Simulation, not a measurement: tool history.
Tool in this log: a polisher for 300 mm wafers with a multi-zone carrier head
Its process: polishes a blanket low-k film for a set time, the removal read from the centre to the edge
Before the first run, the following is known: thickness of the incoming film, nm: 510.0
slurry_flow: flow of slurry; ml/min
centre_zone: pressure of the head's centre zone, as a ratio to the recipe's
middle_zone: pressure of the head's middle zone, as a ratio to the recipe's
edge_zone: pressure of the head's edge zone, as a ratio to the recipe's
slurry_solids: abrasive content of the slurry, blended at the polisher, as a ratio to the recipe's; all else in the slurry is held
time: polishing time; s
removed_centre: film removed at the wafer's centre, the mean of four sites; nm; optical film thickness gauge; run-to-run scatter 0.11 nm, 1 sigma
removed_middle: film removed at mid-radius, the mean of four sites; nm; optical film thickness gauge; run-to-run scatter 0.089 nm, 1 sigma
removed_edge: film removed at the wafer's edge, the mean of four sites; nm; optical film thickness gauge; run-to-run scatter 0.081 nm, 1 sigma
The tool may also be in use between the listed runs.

run	hour	slurry_flow	centre_zone	middle_zone	edge_zone	slurry_solids	time	removed_centre	removed_middle	removed_edge
1	0.0	185	1.00	1.00	1.00	1.00	34	8.6762	8.6097	8.6004
2	6.2	185	1.00	1.00	1.05	1.00	34	8.8961	8.7641	8.6890
3	8.1	150	1.00	1.00	1.05	1.00	34	8.4527	8.4302	8.6098
4	11.4	155	1.04	0.96	1.04	0.90	34	8.3979	8.0508	8.1703
5	20.3	155	1.04	0.96	0.97	0.90	34	8.4189	7.9343	7.8689
6	23.8	155	1.04	0.88	0.97	0.90	34	8.4277	7.4002	7.8101
7	30.5	155	1.07	0.86	0.99	0.85	33	8.2310	6.7141	7.3377
# hour 33.6: worn pad replaced by a new one
8	33.6	155	1.07	0.85	0.99	0.85	33	8.9679	7.4994	8.4850
9	37.7	155	1.08	0.84	0.96	0.80	33	8.8536	7.0310	7.9343
10	43.9	145	1.08	0.84	0.94	0.75	33	8.4798	7.0901	7.5462

Predict the results of run 11:
11	52.6	145	1.08	0.84	0.94	0.75	33	?	?	?

removed_centre: 8.2835 nm
removed_middle: 7.0230 nm
removed_edge: 7.6046 nm

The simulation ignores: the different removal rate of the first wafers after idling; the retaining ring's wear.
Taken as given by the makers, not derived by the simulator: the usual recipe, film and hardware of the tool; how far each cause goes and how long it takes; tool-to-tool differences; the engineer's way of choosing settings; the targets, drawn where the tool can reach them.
